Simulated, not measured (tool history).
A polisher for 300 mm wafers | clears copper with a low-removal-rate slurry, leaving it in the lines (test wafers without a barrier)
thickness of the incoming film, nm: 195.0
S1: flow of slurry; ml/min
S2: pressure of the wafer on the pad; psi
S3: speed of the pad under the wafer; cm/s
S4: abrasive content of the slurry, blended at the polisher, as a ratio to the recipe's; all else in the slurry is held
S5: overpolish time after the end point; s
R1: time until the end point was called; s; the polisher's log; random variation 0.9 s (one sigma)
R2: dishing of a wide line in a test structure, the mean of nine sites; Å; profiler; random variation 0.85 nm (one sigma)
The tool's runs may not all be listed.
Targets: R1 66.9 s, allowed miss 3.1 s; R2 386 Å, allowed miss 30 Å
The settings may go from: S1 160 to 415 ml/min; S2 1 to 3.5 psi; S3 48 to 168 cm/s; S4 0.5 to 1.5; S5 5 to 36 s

| run | hour | S1 | S2 | S3 | S4 | S5 | R1 | R2 |
|---|---|---|---|---|---|---|---|---|
| 1 | 0 | 265 | 2.2 | 108 | 1 | 18 | 89.988 | 248.21 |
| 2 | 2.8 | 265 | 2.4 | 108 | 1 | 19 | 83.14 | 263.18 |
| 3 | 10 | 265 | 2.1 | 108 | 1 | 19 | 91.279 | 256.29 |
| 4 | 18.6 | 200 | 2.1 | 108 | 1 | 19 | 96.322 | 238.68 |
| 5 | 19.4 | 200 | 2.1 | 132 | 1 | 19 | 76.248 | 284.75 |
| 6 | 20.8 | 205 | 2.2 | 132 | 1 | 20 | 74.767 | 306.92 |
| 7 | 26.3 | 210 | 2.3 | 132 | 1 | 21 | 73.745 | 317.31 |
| 8 | 28.1 | 215 | 2.4 | 132 | 1 | 22 | 71.396 | 325.57 |
| 9 | 30.4 | 220 | 2.4 | 132 | 1 | 23 | 70.58 | 339.84 |
| 10 | 39.1 | 220 | 2.4 | 132 | 1 | 23 | 70.643 | 343.83 |

5 next moves are on the table. One of them brings every result within its allowed miss. Which?
| A | 47.8 | 295 | 3.1 | 114 | 1 | 25 | ? | ? |
| B | 47.8 | 240 | 2.1 | 150 | 1.05 | 31 | ? | ? |
| C | 47.8 | 235 | 2.2 | 146 | 1.05 | 36 | ? | ? |
| D | 47.8 | 210 | 2.4 | 136 | 1.15 | 31 | ? | ? |
| E | 47.8 | 160 | 2.2 | 152 | 1.15 | 36 | ? | ? |

| move | R1 | R2 |
|---|---|---|
| A | 64.928 | 383.62 |
| B | 64.967 | 430.08 |
| C | 64.988 | 469.9 |
| D | 65.604 | 431.29 |
| E | 65.171 | 469.18 |
A: meets every target
B: takes the result that was furthest off past its target
C: takes the result that was furthest off past its target
D: takes the result that was furthest off past its target
E: takes the result that was furthest off past its target
Move A is the one to make.
